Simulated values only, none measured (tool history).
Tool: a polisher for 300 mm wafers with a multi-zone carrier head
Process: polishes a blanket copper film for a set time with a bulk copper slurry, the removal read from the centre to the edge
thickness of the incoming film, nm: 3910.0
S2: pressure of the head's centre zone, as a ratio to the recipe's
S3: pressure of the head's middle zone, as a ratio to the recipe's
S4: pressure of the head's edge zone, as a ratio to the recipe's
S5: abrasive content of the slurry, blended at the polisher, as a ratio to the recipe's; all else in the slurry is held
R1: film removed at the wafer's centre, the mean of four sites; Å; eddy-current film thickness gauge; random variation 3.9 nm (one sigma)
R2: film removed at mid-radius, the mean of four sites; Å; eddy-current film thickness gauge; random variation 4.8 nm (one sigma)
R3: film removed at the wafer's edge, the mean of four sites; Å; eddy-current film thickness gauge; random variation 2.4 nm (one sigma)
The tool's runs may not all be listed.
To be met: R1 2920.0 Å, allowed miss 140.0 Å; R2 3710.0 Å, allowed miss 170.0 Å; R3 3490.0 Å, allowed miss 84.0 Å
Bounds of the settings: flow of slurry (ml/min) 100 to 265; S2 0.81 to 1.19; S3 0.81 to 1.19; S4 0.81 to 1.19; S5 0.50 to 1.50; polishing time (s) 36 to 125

{"run": 1, "hour": 0.0, "flow of slurry (ml/min)": 170, "S2": 1.0, "S3": 1.0, "S4": 1.0, "S5": 1.0, "polishing time (s)": 80, "R1": 6445.1, "R2": 6197.2, "R3": 6373.8}
{"run": 2, "hour": 6.5, "flow of slurry (ml/min)": 170, "S2": 1.0, "S3": 1.0, "S4": 0.95, "S5": 1.0, "polishing time (s)": 80, "R1": 6163.7, "R2": 6166.8, "R3": 6075.1}
{"run": 3, "hour": 13.9, "flow of slurry (ml/min)": 170, "S2": 1.0, "S3": 1.0, "S4": 0.89, "S5": 1.0, "polishing time (s)": 80, "R1": 6161.7, "R2": 6080.0, "R3": 5998.7}
{"run": 4, "hour": 22.3, "flow of slurry (ml/min)": 170, "S2": 1.0, "S3": 1.0, "S4": 0.89, "S5": 1.1, "polishing time (s)": 80, "R1": 6384.4, "R2": 6220.5, "R3": 6092.2}
{"run": 5, "hour": 29.5, "flow of slurry (ml/min)": 165, "S2": 0.98, "S3": 1.0, "S4": 0.88, "S5": 1.0, "polishing time (s)": 75, "R1": 5738.6, "R2": 5729.4, "R3": 5505.3}
{"run": 6, "hour": 38.2, "flow of slurry (ml/min)": 155, "S2": 0.95, "S3": 1.01, "S4": 0.92, "S5": 0.9, "polishing time (s)": 70, "R1": 5093.9, "R2": 5257.5, "R3": 5112.7}
{"run": 7, "hour": 39.2, "flow of slurry (ml/min)": 145, "S2": 0.93, "S3": 1.02, "S4": 0.94, "S5": 0.85, "polishing time (s)": 66, "R1": 4600.3, "R2": 4939.1, "R3": 4801.8}
{"run": 8, "hour": 40.7, "flow of slurry (ml/min)": 140, "S2": 0.91, "S3": 1.03, "S4": 0.94, "S5": 0.8, "polishing time (s)": 64, "R1": 4245.5, "R2": 4674.7, "R3": 4554.4}
{"run": 9, "hour": 44.4, "flow of slurry (ml/min)": 135, "S2": 0.89, "S3": 1.04, "S4": 0.94, "S5": 0.75, "polishing time (s)": 62, "R1": 3968.3, "R2": 4401.7, "R3": 4385.9}
{"run": 10, "hour": 52.6, "flow of slurry (ml/min)": 115, "S2": 0.81, "S3": 1.14, "S4": 0.86, "S5": 0.5, "polishing time (s)": 49, "R1": 2586.4, "R2": 3418.3, "R3": 3034.2}
{"run": 11, "hour": 60.9, "flow of slurry (ml/min)": 115, "S2": 0.81, "S3": 1.14, "S4": 0.86, "S5": 0.5, "polishing time (s)": 49, "R1": 2566.3, "R2": 3515.1, "R3": 3029.2}
{"run": 12, "hour": 62.9, "flow of slurry (ml/min)": 125, "S2": 0.81, "S3": 1.13, "S4": 0.88, "S5": 0.5, "polishing time (s)": 49, "R1": 2630.0, "R2": 3549.0, "R3": 3077.4}
{"run": 13, "hour": 71.1, "flow of slurry (ml/min)": 130, "S2": 0.81, "S3": 1.12, "S4": 0.9, "S5": 0.5, "polishing time (s)": 49, "R1": 2642.8, "R2": 3481.9, "R3": 3094.0}
{"run": 14, "hour": 74.5, "flow of slurry (ml/min)": 130, "S2": 0.81, "S3": 1.12, "S4": 0.92, "S5": 0.55, "polishing time (s)": 49, "R1": 2654.6, "R2": 3555.9, "R3": 3241.0}
{"run": 15, "hour": 81.6, "flow of slurry (ml/min)": 180, "S2": 0.86, "S3": 1.11, "S4": 0.97, "S5": 0.55, "polishing time (s)": 49, "R1": 2979.4, "R2": 3611.9, "R3": 3366.6}
{"run": 16, "hour": 86.4, "flow of slurry (ml/min)": 180, "S2": 0.86, "S3": 1.11, "S4": 0.98, "S5": 0.55, "polishing time (s)": 49, "R1": 3015.3, "R2": 3678.9, "R3": 3395.8}

Which of these 5 next moves meets every target?
{"run": "A", "hour": 91.2, "flow of slurry (ml/min)": 185, "S2": 0.83, "S3": 1.19, "S4": 0.9, "S5": 0.8, "polishing time (s)": 45, "R1": "?", "R2": "?", "R3": "?"}
{"run": "B", "hour": 91.2, "flow of slurry (ml/min)": 225, "S2": 0.95, "S3": 1.18, "S4": 1.01, "S5": 0.5, "polishing time (s)": 46, "R1": "?", "R2": "?", "R3": "?"}
{"run": "C", "hour": 91.2, "flow of slurry (ml/min)": 180, "S2": 0.83, "S3": 1.1, "S4": 1.0, "S5": 0.55, "polishing time (s)": 50, "R1": "?", "R2": "?", "R3": "?"}
{"run": "D", "hour": 91.2, "flow of slurry (ml/min)": 115, "S2": 0.83, "S3": 1.13, "S4": 0.81, "S5": 0.65, "polishing time (s)": 50, "R1": "?", "R2": "?", "R3": "?"}
{"run": "E", "hour": 91.2, "flow of slurry (ml/min)": 195, "S2": 0.88, "S3": 1.16, "S4": 0.97, "S5": 0.5, "polishing time (s)": 48, "R1": "?", "R2": "?", "R3": "?"}

move=A R1=2904.5 R2=3902.9 R3=3246.6
move=B R1=3186.8 R2=3697.1 R3=3255.2
move=C R1=2988.6 R2=3756.3 R3=3521.4
move=D R1=2886.0 R2=3741.5 R3=3161.7
move=E R1=3023.4 R2=3742.7 R3=3293.2
A: further off than the last run
B: further off than the last run
C: meets every target
D: further off than the last run
E: further off than the last run
Move C is the one to make.
